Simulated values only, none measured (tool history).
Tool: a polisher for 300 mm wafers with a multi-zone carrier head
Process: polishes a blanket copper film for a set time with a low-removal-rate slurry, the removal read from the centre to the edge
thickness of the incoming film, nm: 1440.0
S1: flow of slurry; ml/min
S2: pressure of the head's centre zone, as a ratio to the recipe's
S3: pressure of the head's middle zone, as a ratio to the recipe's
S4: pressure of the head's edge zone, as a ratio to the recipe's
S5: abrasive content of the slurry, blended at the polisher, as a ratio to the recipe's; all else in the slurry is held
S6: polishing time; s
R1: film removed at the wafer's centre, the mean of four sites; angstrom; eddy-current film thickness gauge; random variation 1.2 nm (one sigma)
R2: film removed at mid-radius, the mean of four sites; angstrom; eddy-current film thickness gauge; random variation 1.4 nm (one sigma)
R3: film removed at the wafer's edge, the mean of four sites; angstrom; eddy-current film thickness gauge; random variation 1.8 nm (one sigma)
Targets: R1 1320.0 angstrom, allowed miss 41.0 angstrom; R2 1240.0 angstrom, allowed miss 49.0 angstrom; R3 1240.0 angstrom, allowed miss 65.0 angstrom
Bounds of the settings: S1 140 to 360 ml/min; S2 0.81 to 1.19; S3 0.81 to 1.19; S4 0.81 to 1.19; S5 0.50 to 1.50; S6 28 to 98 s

run 1 hour=0.0 | S1=230 S2=1.00 S3=1.00 S4=1.00 S5=1.00 S6=63 | R1=1733.2 R2=1744.2 R3=1745.7
run 2 hour=5.2 | S1=230 S2=1.00 S3=0.98 S4=0.97 S5=0.90 S6=61 | R1=1641.6 R2=1570.2 R3=1618.5
run 3 hour=14.0 | S1=230 S2=0.99 S3=0.99 S4=0.94 S5=0.80 S6=60 | R1=1555.2 R2=1530.7 R3=1515.9
run 4 hour=18.9 | S1=230 S2=0.99 S3=0.99 S4=0.94 S5=0.80 S6=72 | R1=1852.4 R2=1836.8 R3=1780.1
run 5 hour=22.5 | S1=230 S2=0.98 S3=0.98 S4=0.92 S5=0.75 S6=69 | R1=1712.2 R2=1708.0 R3=1717.6
run 6 hour=28.6 | S1=230 S2=0.99 S3=0.98 S4=0.91 S5=0.70 S6=66 | R1=1600.4 R2=1637.1 R3=1555.2
run 7 hour=34.3 | S1=225 S2=1.00 S3=0.95 S4=0.90 S5=0.65 S6=65 | R1=1549.8 R2=1509.5 R3=1485.2
run 8 hour=38.3 | S1=220 S2=1.00 S3=0.94 S4=0.88 S5=0.60 S6=64 | R1=1484.7 R2=1418.6 R3=1439.4
run 9 hour=45.8 | S1=230 S2=1.02 S3=0.96 S4=0.82 S5=0.50 S6=56 | R1=1217.4 R2=1143.4 R3=1077.3
run 10 hour=54.4 | S1=230 S2=1.02 S3=0.96 S4=0.84 S5=0.50 S6=56 | R1=1188.8 R2=1125.7 R3=1112.2
run 11 hour=63.2 | S1=230 S2=1.02 S3=0.96 S4=0.85 S5=0.55 S6=56 | R1=1244.7 R2=1215.0 R3=1132.7
run 12 hour=65.5 | S1=230 S2=1.02 S3=0.95 S4=0.86 S5=0.55 S6=56 | R1=1256.3 R2=1192.0 R3=1156.9
run 13 hour=67.6 | S1=230 S2=1.02 S3=0.95 S4=0.87 S5=0.55 S6=56 | R1=1278.4 R2=1192.0 R3=1158.6
run 14 hour=72.0 | S1=230 S2=1.02 S3=0.95 S4=0.88 S5=0.55 S6=56 | R1=1291.3 R2=1187.3 R3=1162.1
run 15 hour=76.3 | S1=230 S2=1.01 S3=0.95 S4=0.89 S5=0.55 S6=56 | R1=1262.8 R2=1179.7 R3=1150.7

4 next moves are on the table. One of them brings every result within its allowed miss. Which?
run A hour=80.6 | S1=140 S2=1.03 S3=0.81 S4=0.97 S5=0.55 S6=60 | R1=? R2=? R3=?
run B hour=80.6 | S1=220 S2=0.93 S3=0.97 S4=0.86 S5=0.65 S6=55 | R1=? R2=? R3=?
run C hour=80.6 | S1=240 S2=1.00 S3=0.93 S4=0.88 S5=0.60 S6=57 | R1=? R2=? R3=?
run D hour=80.6 | S1=205 S2=0.92 S3=0.87 S4=0.81 S5=0.80 S6=52 | R1=? R2=? R3=?

move=A R1=1301.0 R2=1067.5 R3=1313.0
move=B R1=1212.9 R2=1273.7 R3=1258.9
move=C R1=1318.9 R2=1241.6 R3=1283.3
move=D R1=1216.4 R2=1181.4 R3=1248.4
A: brings the result that was furthest off to its target, and leaves another outside
B: further off than the last run
C: meets every target
D: further off than the last run
Move C is the one to make.
